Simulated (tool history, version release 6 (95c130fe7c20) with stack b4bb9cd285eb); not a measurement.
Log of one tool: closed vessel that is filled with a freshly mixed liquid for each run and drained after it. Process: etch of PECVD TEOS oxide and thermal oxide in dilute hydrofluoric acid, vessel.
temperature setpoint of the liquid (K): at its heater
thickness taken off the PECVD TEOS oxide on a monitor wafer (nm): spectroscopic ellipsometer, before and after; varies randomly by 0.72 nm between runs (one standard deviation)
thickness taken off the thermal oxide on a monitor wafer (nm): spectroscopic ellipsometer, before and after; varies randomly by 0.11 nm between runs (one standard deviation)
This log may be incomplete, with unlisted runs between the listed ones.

run	day	temperature setpoint of the liquid (K)	parts of water to one part of 49 % hydrofluoric acid (parts by volume)	time in the liquid (s)	thickness taken off the PECVD TEOS oxide on a monitor wafer (nm)	thickness taken off the thermal oxide on a monitor wafer (nm)
1	0.000	293.15	60	165	49.518	11.5890
2	0.229	295.15	60	165	53.503	12.6020
3	0.308	295.15	75	165	43.062	9.9309
4	0.679	296.65	70	165	48.937	11.2960
5	0.871	297.65	65	165	55.118	12.8210
6	1.021	295.65	65	165	50.954	11.9660
7	1.096	297.15	60	165	59.409	13.8550
8	1.271	298.15	55	165	66.881	15.5130
9	1.346	298.65	55	165	69.443	15.9410
10	1.475	299.15	55	165	70.475	16.4290
11	1.775	299.65	55	165	71.089	16.5890
12	2.075	300.15	55	165	73.213	16.8750

Expected results for the next run?
13	2.300	300.65	50	165	?	?

thickness taken off the PECVD TEOS oxide on a monitor wafer (nm): 82.382
thickness taken off the thermal oxide on a monitor wafer (nm): 19.3790
